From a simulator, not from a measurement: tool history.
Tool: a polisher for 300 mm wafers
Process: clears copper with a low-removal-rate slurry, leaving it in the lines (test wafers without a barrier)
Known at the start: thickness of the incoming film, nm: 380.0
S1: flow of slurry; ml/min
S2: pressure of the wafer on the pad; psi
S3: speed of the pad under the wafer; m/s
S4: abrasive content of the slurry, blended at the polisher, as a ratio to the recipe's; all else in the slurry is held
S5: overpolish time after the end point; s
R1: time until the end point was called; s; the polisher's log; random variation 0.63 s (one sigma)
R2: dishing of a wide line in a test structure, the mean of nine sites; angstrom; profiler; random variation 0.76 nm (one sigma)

run 1 hour=0.0 | S1=200 S2=3.3 S3=1.30 S4=1.0 S5=9 | R1=103.870 R2=253.23
run 2 hour=7.3 | S1=200 S2=3.5 S3=1.30 S4=1.0 S5=9 | R1=100.650 R2=266.21
run 3 hour=14.7 | S1=200 S2=3.7 S3=1.30 S4=1.0 S5=9 | R1=96.234 R2=264.17
run 4 hour=15.4 | S1=200 S2=3.7 S3=1.30 S4=1.0 S5=7 | R1=94.565 R2=219.48
run 5 hour=21.0 | S1=200 S2=3.7 S3=1.30 S4=1.0 S5=10 | R1=96.622 R2=298.33
run 6 hour=28.7 | S1=200 S2=3.7 S3=1.30 S4=1.0 S5=11 | R1=96.288 R2=323.45
run 7 hour=32.4 | S1=200 S2=3.9 S3=1.30 S4=1.0 S5=11 | R1=91.197 R2=332.41
run 8 hour=36.1 | S1=200 S2=4.1 S3=1.30 S4=1.0 S5=11 | R1=88.518 R2=355.06
run 9 hour=44.9 | S1=200 S2=4.2 S3=1.32 S4=1.0 S5=11 | R1=85.456 R2=348.77
run 10 hour=49.9 | S1=200 S2=4.3 S3=1.34 S4=1.0 S5=11 | R1=82.614 R2=365.80
run 11 hour=51.3 | S1=200 S2=4.3 S3=1.34 S4=1.0 S5=11 | R1=82.709 R2=353.29
run 12 hour=56.7 | S1=200 S2=4.4 S3=1.36 S4=1.0 S5=11 | R1=80.046 R2=380.35
run 13 hour=57.4 | S1=200 S2=4.5 S3=1.38 S4=1.0 S5=11 | R1=76.324 R2=383.39
run 14 hour=61.7 | S1=200 S2=4.6 S3=1.38 S4=1.0 S5=11 | R1=74.797 R2=406.98
run 15 hour=66.7 | S1=200 S2=4.7 S3=1.38 S4=1.0 S5=11 | R1=73.788 R2=391.69
run 16 hour=71.2 | S1=200 S2=4.8 S3=1.38 S4=1.0 S5=11 | R1=73.644 R2=393.85
run 17 hour=76.0 | S1=200 S2=4.8 S3=1.40 S4=1.0 S5=11 | R1=73.339 R2=412.34

The next listed run, before its measurement:
run 18 hour=80.2 | S1=205 S2=4.8 S3=1.42 S4=1.0 S5=11 | R1=? R2=?

{"run 18": {"R1": 71.22, "R2": 417.94}}

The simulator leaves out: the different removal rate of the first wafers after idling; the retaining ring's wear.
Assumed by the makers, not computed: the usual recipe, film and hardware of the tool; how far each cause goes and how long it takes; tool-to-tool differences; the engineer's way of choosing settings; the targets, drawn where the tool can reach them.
